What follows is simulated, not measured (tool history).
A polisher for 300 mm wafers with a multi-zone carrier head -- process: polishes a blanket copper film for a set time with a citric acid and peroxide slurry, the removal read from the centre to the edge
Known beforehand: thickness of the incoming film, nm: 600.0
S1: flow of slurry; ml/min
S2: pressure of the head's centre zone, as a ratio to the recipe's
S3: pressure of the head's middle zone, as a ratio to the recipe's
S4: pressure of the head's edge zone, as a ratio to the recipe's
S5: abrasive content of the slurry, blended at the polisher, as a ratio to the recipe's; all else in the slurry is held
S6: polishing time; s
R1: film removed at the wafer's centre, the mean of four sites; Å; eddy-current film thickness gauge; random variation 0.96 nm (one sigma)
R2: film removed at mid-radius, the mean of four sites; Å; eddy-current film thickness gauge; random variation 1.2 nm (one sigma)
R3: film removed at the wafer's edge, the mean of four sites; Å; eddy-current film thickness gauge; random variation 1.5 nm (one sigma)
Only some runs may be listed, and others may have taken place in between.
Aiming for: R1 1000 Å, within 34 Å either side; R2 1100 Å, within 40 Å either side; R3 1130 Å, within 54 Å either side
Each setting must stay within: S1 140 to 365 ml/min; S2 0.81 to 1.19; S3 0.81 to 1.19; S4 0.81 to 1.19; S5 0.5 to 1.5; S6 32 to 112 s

run	day	S1	S2	S3	S4	S5	S6	R1	R2	R3
1	0	235	1	1	1	1	72	1419.6	1432.6	1462.4
2	0.175	235	1	1	1	1.1	72	1436.1	1484.3	1501.2
3	0.254	230	0.95	0.99	0.97	0.95	70	1330.6	1350.9	1342.3
4	0.546	230	0.95	0.99	1.04	0.95	70	1295.8	1371.7	1371.9
5	0.804	230	0.95	0.91	1.04	0.95	70	1320.6	1239.4	1427.3
6	0.921	230	0.95	0.91	1.04	0.95	80	1505.1	1456.6	1634.4
# day 0.983: worn pad replaced by a new one
7	0.983	220	0.91	0.92	1.05	0.85	76	1400.2	1430.6	1592.1
8	1.275	220	0.89	0.93	1.04	0.85	70	1256.1	1328	1458
9	1.567	225	0.88	0.94	1.02	0.8	66	1139.2	1241.8	1344.7
10	1.775	225	0.88	0.95	1	0.75	64	1114.2	1183.4	1260.8
11	2.088	195	0.81	0.96	0.92	0.6	63	924.34	1098.6	1098.8
12	2.154	205	0.82	0.96	0.92	0.6	63	953.2	1126.1	1115.5
13	2.521	205	0.82	0.96	0.92	0.6	63	949.29	1113	1126.7
14	2.667	210	0.83	0.96	0.92	0.6	63	946.3	1119	1115.5

Consider the 4 candidate settings below. Which is the only one whose results all fall within their allowed miss of target?
A	2.812	250	0.89	0.99	1.01	0.5	62	?	?	?
B	2.812	205	0.81	0.95	0.94	0.6	62	?	?	?
C	2.812	210	0.81	0.99	0.93	0.5	63	?	?	?
D	2.812	330	0.81	0.98	1.02	1	51	?	?	?

move	R1	R2	R3
A	987.68	1088	1104.3
B	920.41	1070.7	1100.4
C	897.09	1079.5	1065.6
D	916.45	1086.7	1108.7
A: meets every target
B: the biggest miss grows against the last run
C: the biggest miss grows against the last run
D: the biggest miss grows against the last run
Answer: A

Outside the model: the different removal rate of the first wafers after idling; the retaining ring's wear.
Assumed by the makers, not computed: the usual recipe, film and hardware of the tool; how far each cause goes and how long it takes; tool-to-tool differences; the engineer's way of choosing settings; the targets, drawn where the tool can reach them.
